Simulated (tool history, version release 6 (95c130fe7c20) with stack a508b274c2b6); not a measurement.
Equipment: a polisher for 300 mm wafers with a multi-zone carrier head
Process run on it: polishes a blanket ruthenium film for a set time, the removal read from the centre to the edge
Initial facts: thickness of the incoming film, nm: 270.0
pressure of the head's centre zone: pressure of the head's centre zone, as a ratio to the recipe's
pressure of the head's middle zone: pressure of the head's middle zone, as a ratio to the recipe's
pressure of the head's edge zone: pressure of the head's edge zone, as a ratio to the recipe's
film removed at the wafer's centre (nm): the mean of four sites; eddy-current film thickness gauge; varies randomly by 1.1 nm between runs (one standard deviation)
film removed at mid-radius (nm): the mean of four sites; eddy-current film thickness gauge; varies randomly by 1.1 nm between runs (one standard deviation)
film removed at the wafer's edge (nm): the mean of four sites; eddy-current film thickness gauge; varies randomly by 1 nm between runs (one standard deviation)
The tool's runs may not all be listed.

| run | hour | flow of slurry (ml/min) | pressure of the head's centre zone | pressure of the head's middle zone | pressure of the head's edge zone | polishing time (s) | film removed at the wafer's centre (nm) | film removed at mid-radius (nm) | film removed at the wafer's edge (nm) |
|---|---|---|---|---|---|---|---|---|---|
| 1 | 0.0 | 245 | 1.00 | 1.00 | 1.00 | 48 | 59.307 | 58.898 | 59.137 |
| 2 | 8.3 | 245 | 1.00 | 1.06 | 1.00 | 48 | 60.203 | 62.365 | 59.482 |
| 3 | 9.6 | 245 | 1.00 | 1.12 | 1.00 | 48 | 58.205 | 66.301 | 59.918 |
| 4 | 15.1 | 245 | 1.00 | 1.12 | 1.06 | 48 | 59.013 | 66.228 | 59.887 |
| 5 | 18.7 | 245 | 0.96 | 1.12 | 1.06 | 48 | 56.684 | 65.789 | 61.677 |
| 6 | 25.3 | 245 | 0.90 | 1.12 | 1.06 | 48 | 54.198 | 66.246 | 61.320 |
| 7 | 26.3 | 250 | 0.94 | 1.10 | 1.06 | 51 | 58.902 | 68.779 | 64.776 |
| 8 | 29.0 | 250 | 0.97 | 1.09 | 1.06 | 54 | 63.591 | 72.354 | 67.967 |
| 9 | 36.9 | 250 | 0.99 | 1.07 | 1.06 | 56 | 68.277 | 73.214 | 71.244 |
| 10 | 45.2 | 250 | 1.01 | 1.07 | 1.06 | 57 | 71.772 | 76.481 | 71.254 |

Expected results for the next run?
| 11 | 45.9 | 250 | 1.01 | 1.06 | 1.07 | 58 | ? | ? | ? |

{"run 11": {"film removed at the wafer's centre (nm)": 72.805, "film removed at mid-radius (nm)": 76.162, "film removed at the wafer's edge (nm)": 72.984}}

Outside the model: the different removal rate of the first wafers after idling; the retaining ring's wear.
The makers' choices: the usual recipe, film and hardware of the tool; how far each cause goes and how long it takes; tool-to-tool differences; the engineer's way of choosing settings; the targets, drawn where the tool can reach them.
